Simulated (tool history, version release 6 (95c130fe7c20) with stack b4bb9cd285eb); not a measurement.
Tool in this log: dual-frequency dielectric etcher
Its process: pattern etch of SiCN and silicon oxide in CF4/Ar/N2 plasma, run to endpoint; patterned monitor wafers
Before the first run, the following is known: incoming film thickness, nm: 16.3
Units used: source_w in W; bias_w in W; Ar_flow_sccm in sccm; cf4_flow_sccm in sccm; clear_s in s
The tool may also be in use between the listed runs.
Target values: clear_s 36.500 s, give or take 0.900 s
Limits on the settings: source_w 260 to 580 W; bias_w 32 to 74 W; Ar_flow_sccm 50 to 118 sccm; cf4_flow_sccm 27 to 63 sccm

Run 1, hour 0.0: source_w 420 W, bias_w 53 W, Ar_flow_sccm 84 sccm, cf4_flow_sccm 45 sccm. Result: clear_s 23.281 s.
Run 2, hour 8.6: source_w 420 W, bias_w 48 W, Ar_flow_sccm 84 sccm, cf4_flow_sccm 45 sccm. Result: clear_s 24.704 s.
Run 3, hour 15.8: source_w 420 W, bias_w 48 W, Ar_flow_sccm 99 sccm, cf4_flow_sccm 45 sccm. Result: clear_s 24.732 s.
Run 4, hour 18.0: source_w 420 W, bias_w 48 W, Ar_flow_sccm 99 sccm, cf4_flow_sccm 39 sccm. Result: clear_s 25.559 s.
Run 5, hour 21.9: source_w 420 W, bias_w 54 W, Ar_flow_sccm 99 sccm, cf4_flow_sccm 39 sccm. Result: clear_s 24.232 s.
Run 6, hour 29.3: source_w 420 W, bias_w 46 W, Ar_flow_sccm 99 sccm, cf4_flow_sccm 39 sccm. Result: clear_s 26.596 s.
Run 7, hour 33.2: source_w 390 W, bias_w 46 W, Ar_flow_sccm 99 sccm, cf4_flow_sccm 39 sccm. Result: clear_s 28.536 s.
Run 8, hour 36.6: source_w 370 W, bias_w 46 W, Ar_flow_sccm 99 sccm, cf4_flow_sccm 39 sccm. Result: clear_s 30.734 s.
Run 9, hour 37.6: source_w 360 W, bias_w 46 W, Ar_flow_sccm 99 sccm, cf4_flow_sccm 39 sccm. Result: clear_s 31.030 s.

Exercise: of the 5 proposed moves below, exactly one satisfies all targets within the stated allowed misses. Which move is it?
Run A, hour 38.6: source_w 340 W, bias_w 40 W, Ar_flow_sccm 106 sccm, cf4_flow_sccm 38 sccm. Result: clear_s ?.
Run B, hour 38.6: source_w 300 W, bias_w 47 W, Ar_flow_sccm 102 sccm, cf4_flow_sccm 37 sccm. Result: clear_s ?.
Run C, hour 38.6: source_w 350 W, bias_w 42 W, Ar_flow_sccm 101 sccm, cf4_flow_sccm 35 sccm. Result: clear_s ?.
Run D, hour 38.6: source_w 340 W, bias_w 45 W, Ar_flow_sccm 102 sccm, cf4_flow_sccm 37 sccm. Result: clear_s ?.
Run E, hour 38.6: source_w 360 W, bias_w 44 W, Ar_flow_sccm 105 sccm, cf4_flow_sccm 29 sccm. Result: clear_s ?.

move  clear_s
   A   36.499
   B   39.461
   C   34.749
   D   34.500
   E   34.293
A: each result inside its tolerance
B: takes the biggest miss from the last run beyond its target
C: moves toward the targets from the last run without getting all of them in spec
D: moves toward the targets from the last run without getting all of them in spec
E: moves toward the targets from the last run without getting all of them in spec
So the answer is move A, the one that meets all the targets.
